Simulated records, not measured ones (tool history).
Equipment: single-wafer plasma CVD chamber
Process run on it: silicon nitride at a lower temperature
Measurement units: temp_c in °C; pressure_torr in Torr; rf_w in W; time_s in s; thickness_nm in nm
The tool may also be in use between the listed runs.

run	hour	temp_c	pressure_torr	rf_w	time_s	thickness_nm
1	0.0	365	1.59	225	25.7	23.392
2	2.1	365	1.59	225	25.7	23.350
3	5.5	365	1.53	225	25.7	23.095
4	13.3	365	1.72	225	25.7	23.993
5	20.6	365	1.63	225	25.7	23.541
6	24.2	365	1.56	225	25.7	23.324

What does the tool deliver on the next run?
7	29.2	365	1.56	225	25.7	?

{"run 7": {"thickness_nm": 23.202}}
